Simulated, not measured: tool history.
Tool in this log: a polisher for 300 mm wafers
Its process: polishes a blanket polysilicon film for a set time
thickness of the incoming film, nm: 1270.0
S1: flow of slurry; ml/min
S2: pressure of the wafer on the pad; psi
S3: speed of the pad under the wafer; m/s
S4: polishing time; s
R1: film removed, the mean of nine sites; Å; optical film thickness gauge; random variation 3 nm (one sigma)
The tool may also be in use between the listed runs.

run,hour,S1,S2,S3,S4,R1
1,0,295,2.1,1.06,28,2020.1
2,0.5,295,2.1,0.8,28,1567.5
3,4.2,295,2.1,0.92,28,1816.7
4,10.6,295,2.5,0.92,28,2093.8
5,13.5,295,2.6,0.92,28,2160.3
6,19.4,295,2.1,0.92,28,1788.4
# hour 25.1: slurry nozzle cleaned
7,25.1,295,2.3,0.92,28,2037.3
8,26.2,295,2.4,0.92,28,2084.4
9,33.4,295,2.5,0.92,28,2142.3

Predict the results of run 10:
10,39.6,295,2.6,0.92,28,?

Run 10 yielded R1 2272.6 Å.
